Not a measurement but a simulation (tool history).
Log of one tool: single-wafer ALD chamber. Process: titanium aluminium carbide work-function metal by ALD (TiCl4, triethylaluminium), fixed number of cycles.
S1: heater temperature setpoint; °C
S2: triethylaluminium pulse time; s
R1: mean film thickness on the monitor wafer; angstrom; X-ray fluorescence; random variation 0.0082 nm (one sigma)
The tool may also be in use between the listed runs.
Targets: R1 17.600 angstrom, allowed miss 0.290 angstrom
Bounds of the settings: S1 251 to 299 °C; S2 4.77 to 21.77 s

| run | day | S1 | S2 | R1 |
|---|---|---|---|---|
| 1 | 0.000 | 275 | 13.27 | 19.305 |
| 2 | 0.188 | 275 | 15.46 | 19.532 |
| 3 | 0.346 | 275 | 18.79 | 19.546 |
| 4 | 0.392 | 268 | 18.79 | 19.006 |
| 5 | 0.667 | 263 | 18.48 | 18.484 |
| 6 | 0.833 | 269 | 18.48 | 18.929 |
| 7 | 1.079 | 269 | 18.48 | 18.983 |
|  | 1.146 | triethylaluminium bottle replaced |
| 8 | 1.146 | 264 | 18.27 | 18.714 |

5 next moves are on the table. One of them brings every result within its allowed miss. Which?
| A | 1.212 | 273 | 21.20 | ? |
| B | 1.212 | 259 | 17.21 | ? |
| C | 1.212 | 289 | 17.17 | ? |
| D | 1.212 | 260 | 20.33 | ? |
| E | 1.212 | 251 | 17.59 | ? |

| move | R1 |
|---|---|
| A | 19.651 |
| B | 18.456 |
| C | 20.931 |
| D | 18.576 |
| E | 17.815 |
A: further off than the last run
B: nearer than the last run, and not there yet
C: further off than the last run
D: nearer than the last run, and not there yet
E: meets every target
Answer: E
